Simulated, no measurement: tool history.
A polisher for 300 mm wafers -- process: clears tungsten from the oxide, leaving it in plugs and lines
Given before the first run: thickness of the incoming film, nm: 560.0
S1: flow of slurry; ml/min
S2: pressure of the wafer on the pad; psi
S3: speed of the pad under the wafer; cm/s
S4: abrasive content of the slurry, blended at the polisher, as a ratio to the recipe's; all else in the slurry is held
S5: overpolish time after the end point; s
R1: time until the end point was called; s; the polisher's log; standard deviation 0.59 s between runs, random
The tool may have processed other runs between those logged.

| run | day | S1 | S2 | S3 | S4 | S5 | R1 |
|---|---|---|---|---|---|---|---|
| 1 | 0 | 270 | 3.8 | 122 | 1 | 39 | 92.699 |
| 2 | 0.1 | 330 | 3.8 | 122 | 1 | 39 | 91.291 |
| 3 | 0.212 | 330 | 3.8 | 104 | 1 | 39 | 98.94 |
| 4 | 0.417 | 330 | 3.8 | 124 | 1 | 39 | 89.568 |
| 5 | 0.508 | 330 | 3.8 | 124 | 1 | 39 | 89.167 |
|  | 0.817 | slurry nozzle cleaned |
| 6 | 0.817 | 330 | 4 | 124 | 1 | 39 | 82.698 |

Run 7 comes next. What will it give?
| 7 | 0.921 | 335 | 4.1 | 124 | 1 | 39 | ? |

R1: 80.729 s
